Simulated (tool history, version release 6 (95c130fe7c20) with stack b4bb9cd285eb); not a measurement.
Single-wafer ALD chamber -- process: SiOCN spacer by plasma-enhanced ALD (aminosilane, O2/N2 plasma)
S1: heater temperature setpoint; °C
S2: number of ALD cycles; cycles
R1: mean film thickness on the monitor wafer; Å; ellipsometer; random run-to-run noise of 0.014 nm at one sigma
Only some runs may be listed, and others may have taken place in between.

run,hour,S1,S2,R1
1,0,425,60,33.808
2,1,423,61,34.696
3,7.1,427,61,34.452
4,12.5,418,61,35.6
5,18,416,62,36.087
6,24.1,416,57,33.433
7,31.8,414,58,34.19

Run 8 comes next. What will it give?
8,39.8,413,59,?

Run 8 came out at R1 34.899 Å.
